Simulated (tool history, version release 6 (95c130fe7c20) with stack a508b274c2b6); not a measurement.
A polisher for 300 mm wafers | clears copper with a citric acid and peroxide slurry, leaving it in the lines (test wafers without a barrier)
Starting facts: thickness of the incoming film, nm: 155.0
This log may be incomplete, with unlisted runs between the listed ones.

run  hour  flow of slurry (ml/min)  pressure of the wafer on the pad (kPa)  speed of the pad under the wafer (m/s)  abrasive content of the slurry  overpolish time after the end point (s)  time until the end point was called (s)  dishing of a wide line in a test structure (angstrom)
  1     0                      235                                    15.9                                    0.96                               1                                       19                                   87.655                                                 273.14
  2   1.6                      235                                    15.9                                    0.74                               1                                       19                                   102.25                                                 225.69
  3  10.2                      235                                    15.9                                    0.88                               1                                       19                                   91.892                                                 252.06
  4  13.2                      235                                    15.9                                     0.7                               1                                       19                                   104.61                                                 222.76
  5  20.3                      235                                    15.9                                     0.7                             1.1                                       19                                   102.44                                                 225.84
  6    29                      270                                    16.5                                    0.62                            1.25                                       15                                   102.67                                                 189.08
  7  35.6                      225                                    17.9                                    0.58                            1.15                                       12                                   104.82                                                 145.12
  8  42.5                      195                                      20                                    0.56                            1.15                                       10                                   101.05                                                 126.19

Run 9, settings as shown, results not yet in. Your forecast:
  9  47.6                      185                                    21.4                                    0.54                            1.15                                        9                                        ?                                                      ?

Run 9 measured time until the end point was called (s) 98.771, dishing of a wide line in a test structure (angstrom) 120.97.

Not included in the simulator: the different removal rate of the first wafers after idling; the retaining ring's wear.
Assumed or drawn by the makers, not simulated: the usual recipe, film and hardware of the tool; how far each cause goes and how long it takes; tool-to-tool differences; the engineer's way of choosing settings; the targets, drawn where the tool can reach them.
